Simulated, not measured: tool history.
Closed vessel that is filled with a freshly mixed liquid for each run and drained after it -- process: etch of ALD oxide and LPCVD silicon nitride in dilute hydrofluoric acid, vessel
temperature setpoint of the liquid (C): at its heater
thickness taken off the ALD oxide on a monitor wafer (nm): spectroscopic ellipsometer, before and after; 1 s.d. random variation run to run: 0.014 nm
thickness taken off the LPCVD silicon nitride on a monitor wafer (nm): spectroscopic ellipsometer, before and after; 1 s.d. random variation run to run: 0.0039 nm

| run | hour | temperature setpoint of the liquid (C) | parts of water to one part of 49 % hydrofluoric acid (parts by volume) | time in the liquid (s) | thickness taken off the ALD oxide on a monitor wafer (nm) | thickness taken off the LPCVD silicon nitride on a monitor wafer (nm) |
|---|---|---|---|---|---|---|
| 1 | 0.0 | 26.0 | 195 | 180 | 12.1250 | 0.49902 |
| 2 | 7.4 | 24.5 | 220 | 170 | 9.3161 | 0.40630 |
| 3 | 11.4 | 23.5 | 240 | 160 | 7.5594 | 0.29651 |
| 4 | 17.7 | 26.0 | 240 | 160 | 8.3348 | 0.33461 |
| 5 | 23.0 | 25.0 | 260 | 150 | 6.8422 | 0.26246 |
| 6 | 30.8 | 25.0 | 260 | 115 | 5.2337 | 0.21615 |
| 7 | 37.5 | 24.0 | 275 | 115 | 4.7184 | 0.19993 |
| 8 | 44.8 | 23.0 | 290 | 115 | 4.2105 | 0.17595 |

Run 9 has not been measured yet. What should we expect?
| 9 | 45.4 | 22.0 | 300 | 115 | ? | ? |

thickness taken off the ALD oxide on a monitor wafer (nm): 3.9139
thickness taken off the LPCVD silicon nitride on a monitor wafer (nm): 0.14793

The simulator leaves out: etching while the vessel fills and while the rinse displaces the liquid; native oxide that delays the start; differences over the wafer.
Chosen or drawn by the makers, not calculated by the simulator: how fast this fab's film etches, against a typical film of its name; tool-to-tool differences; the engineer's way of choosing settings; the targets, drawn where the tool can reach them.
